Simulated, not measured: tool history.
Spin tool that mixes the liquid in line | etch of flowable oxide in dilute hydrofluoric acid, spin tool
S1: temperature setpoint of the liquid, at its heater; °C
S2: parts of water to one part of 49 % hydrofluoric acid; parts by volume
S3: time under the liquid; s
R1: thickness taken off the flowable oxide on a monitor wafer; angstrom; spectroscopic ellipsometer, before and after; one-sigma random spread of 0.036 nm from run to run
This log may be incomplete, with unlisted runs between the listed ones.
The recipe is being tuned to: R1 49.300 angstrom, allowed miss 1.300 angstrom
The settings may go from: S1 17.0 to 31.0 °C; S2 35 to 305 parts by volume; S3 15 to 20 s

{"run": 1, "hour": 0.0, "S1": 23.0, "S2": 170, "S3": 20, "R1": 35.661}
{"run": 2, "hour": 4.2, "S1": 23.0, "S2": 170, "S3": 20, "R1": 35.352}
{"run": 3, "hour": 4.8, "S1": 24.0, "S2": 170, "S3": 20, "R1": 37.133}
{"run": 4, "hour": 11.7, "S1": 24.0, "S2": 170, "S3": 20, "R1": 36.506}
{"run": 5, "hour": 13.5, "S1": 24.0, "S2": 220, "S3": 20, "R1": 26.494}
{"run": 6, "hour": 15.1, "S1": 25.0, "S2": 210, "S3": 20, "R1": 29.403}
{"run": 7, "hour": 22.1, "S1": 26.0, "S2": 205, "S3": 20, "R1": 31.792}
{"run": 8, "hour": 25.8, "S1": 26.5, "S2": 200, "S3": 20, "R1": 32.792}

Next run, 5 choices. One meets every target within its allowed miss, the rest don't. Which?
{"run": "A", "hour": 29.5, "S1": 25.0, "S2": 120, "S3": 20, "R1": "?"}
{"run": "B", "hour": 29.5, "S1": 26.0, "S2": 115, "S3": 20, "R1": "?"}
{"run": "C", "hour": 29.5, "S1": 23.0, "S2": 140, "S3": 20, "R1": "?"}
{"run": "D", "hour": 29.5, "S1": 27.5, "S2": 165, "S3": 20, "R1": "?"}
{"run": "E", "hour": 29.5, "S1": 23.0, "S2": 100, "S3": 15, "R1": "?"}

move=A R1=56.762
move=B R1=61.941
move=C R1=43.977
move=D R1=42.932
move=E R1=48.378
A: takes the result that was furthest off past its target
B: takes the result that was furthest off past its target
C: better than the last run, though not everything is in spec
D: better than the last run, though not everything is in spec
E: every result lands within tolerance
The right move is E.
